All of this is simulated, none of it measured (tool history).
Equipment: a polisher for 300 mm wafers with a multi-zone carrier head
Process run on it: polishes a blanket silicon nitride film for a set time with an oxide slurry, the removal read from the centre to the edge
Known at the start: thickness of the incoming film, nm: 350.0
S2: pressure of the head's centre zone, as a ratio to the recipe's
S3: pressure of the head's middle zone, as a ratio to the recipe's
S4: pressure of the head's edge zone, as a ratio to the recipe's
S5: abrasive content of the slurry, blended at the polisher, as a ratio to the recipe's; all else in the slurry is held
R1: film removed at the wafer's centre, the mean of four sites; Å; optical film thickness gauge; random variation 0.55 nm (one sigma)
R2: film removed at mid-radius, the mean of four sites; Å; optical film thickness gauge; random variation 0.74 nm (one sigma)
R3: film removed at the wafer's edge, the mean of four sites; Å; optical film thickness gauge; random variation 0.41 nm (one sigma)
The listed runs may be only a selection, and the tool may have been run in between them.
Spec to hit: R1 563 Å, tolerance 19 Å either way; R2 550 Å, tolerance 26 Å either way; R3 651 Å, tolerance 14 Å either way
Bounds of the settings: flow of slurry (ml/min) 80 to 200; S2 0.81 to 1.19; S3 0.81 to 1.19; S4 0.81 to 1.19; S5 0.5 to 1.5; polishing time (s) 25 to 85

{"run": 1, "hour": 0.0, "flow of slurry (ml/min)": 130, "S2": 1, "S3": 1, "S4": 1, "S5": 1, "polishing time (s)": 55, "R1": 396.54, "R2": 394.21, "R3": 407.08}
{"run": 2, "hour": 2.6, "flow of slurry (ml/min)": 130, "S2": 1, "S3": 1, "S4": 1, "S5": 0.85, "polishing time (s)": 55, "R1": 369.63, "R2": 367.08, "R3": 373.86}
{"run": 3, "hour": 9.4, "flow of slurry (ml/min)": 130, "S2": 1, "S3": 1, "S4": 1, "S5": 0.85, "polishing time (s)": 63, "R1": 421.21, "R2": 407.39, "R3": 422.13}
{"run": 4, "hour": 14.6, "flow of slurry (ml/min)": 140, "S2": 0.99, "S3": 0.99, "S4": 1.06, "S5": 1.05, "polishing time (s)": 63, "R1": 480.76, "R2": 462.93, "R3": 494.51}
{"run": 5, "hour": 20.6, "flow of slurry (ml/min)": 140, "S2": 0.99, "S3": 1.03, "S4": 1.06, "S5": 1.05, "polishing time (s)": 63, "R1": 486.59, "R2": 472.09, "R3": 497.91}
{"run": 6, "hour": 22.3, "flow of slurry (ml/min)": 140, "S2": 0.99, "S3": 0.95, "S4": 1.06, "S5": 1.05, "polishing time (s)": 63, "R1": 471.82, "R2": 439.79, "R3": 494.84}
{"run": 7, "hour": 27.0, "flow of slurry (ml/min)": 150, "S2": 0.97, "S3": 0.96, "S4": 1.1, "S5": 1.15, "polishing time (s)": 63, "R1": 497.12, "R2": 479.15, "R3": 527.37}
{"run": 8, "hour": 32.4, "flow of slurry (ml/min)": 140, "S2": 0.96, "S3": 0.95, "S4": 1.12, "S5": 1.25, "polishing time (s)": 64, "R1": 508.53, "R2": 507.28, "R3": 562.75}
{"run": 9, "hour": 38.8, "flow of slurry (ml/min)": 150, "S2": 0.95, "S3": 0.93, "S4": 1.14, "S5": 1.3, "polishing time (s)": 64, "R1": 522.71, "R2": 505.89, "R3": 577.49}
{"run": 10, "hour": 42.4, "flow of slurry (ml/min)": 150, "S2": 0.94, "S3": 0.92, "S4": 1.16, "S5": 1.35, "polishing time (s)": 64, "R1": 523.15, "R2": 494.5, "R3": 595.71}
{"run": 11, "hour": 49.1, "flow of slurry (ml/min)": 155, "S2": 0.93, "S3": 0.93, "S4": 1.17, "S5": 1.4, "polishing time (s)": 64, "R1": 523.67, "R2": 519.68, "R3": 602.05}
{"run": 12, "hour": 50.4, "flow of slurry (ml/min)": 155, "S2": 0.93, "S3": 0.92, "S4": 1.18, "S5": 1.45, "polishing time (s)": 65, "R1": 542.86, "R2": 527.27, "R3": 623.74}

Pick the move, out of 5, that brings all results within their allowed miss; only one does.
{"run": "A", "hour": 51.7, "flow of slurry (ml/min)": 120, "S2": 0.93, "S3": 0.93, "S4": 1.19, "S5": 1.45, "polishing time (s)": 68, "R1": "?", "R2": "?", "R3": "?"}
{"run": "B", "hour": 51.7, "flow of slurry (ml/min)": 125, "S2": 0.89, "S3": 0.87, "S4": 1.19, "S5": 1.5, "polishing time (s)": 73, "R1": "?", "R2": "?", "R3": "?"}
{"run": "C", "hour": 51.7, "flow of slurry (ml/min)": 145, "S2": 0.91, "S3": 0.9, "S4": 1.16, "S5": 1.25, "polishing time (s)": 73, "R1": "?", "R2": "?", "R3": "?"}
{"run": "D", "hour": 51.7, "flow of slurry (ml/min)": 130, "S2": 1.02, "S3": 0.93, "S4": 1.19, "S5": 1.5, "polishing time (s)": 68, "R1": "?", "R2": "?", "R3": "?"}
{"run": "E", "hour": 51.7, "flow of slurry (ml/min)": 165, "S2": 0.92, "S3": 0.83, "S4": 1.19, "S5": 1.5, "polishing time (s)": 66, "R1": "?", "R2": "?", "R3": "?"}

move=A R1=535.2 R2=537.04 R3=632.18
move=B R1=565.79 R2=557.97 R3=692.6
move=C R1=556.43 R2=550.83 R3=650.65
move=D R1=601.07 R2=553.89 R3=648.68
move=E R1=561.16 R2=513.25 R3=652.07
A: closer than the last run, but not yet in spec
B: the result that was furthest off in the last run now lies on the other side of its target
C: every result within its allowed miss
D: gets the furthest-off result to its target, but another result is out of tolerance
E: gets the furthest-off result to its target, but another result is out of tolerance
Move C is the one to make.
